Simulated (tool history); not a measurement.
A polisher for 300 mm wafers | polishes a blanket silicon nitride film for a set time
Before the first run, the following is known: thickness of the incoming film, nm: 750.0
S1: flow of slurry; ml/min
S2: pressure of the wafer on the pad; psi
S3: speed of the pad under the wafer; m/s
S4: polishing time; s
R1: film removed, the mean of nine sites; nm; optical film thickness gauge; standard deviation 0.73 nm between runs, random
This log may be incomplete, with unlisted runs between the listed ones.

{"run": 1, "hour": 0.0, "S1": 145, "S2": 3.4, "S3": 0.86, "S4": 56, "R1": 92.157}
{"run": 2, "hour": 4.9, "S1": 145, "S2": 2.9, "S3": 0.84, "S4": 56, "R1": 82.278}
{"run": 3, "hour": 6.8, "S1": 145, "S2": 2.9, "S3": 0.76, "S4": 56, "R1": 74.402}
{"run": 4, "hour": 13.2, "S1": 145, "S2": 2.5, "S3": 0.76, "S4": 56, "R1": 65.933}
{"run": 5, "hour": 15.0, "S1": 145, "S2": 2.5, "S3": 0.96, "S4": 56, "R1": 78.391}
{"run": 6, "hour": 23.1, "S1": 145, "S2": 2.2, "S3": 0.96, "S4": 56, "R1": 71.486}

Run 7 is up next; what results do you expect?
{"run": 7, "hour": 26.6, "S1": 145, "S2": 2.0, "S3": 0.96, "S4": 56, "R1": "?"}

R1: 67.154 nm
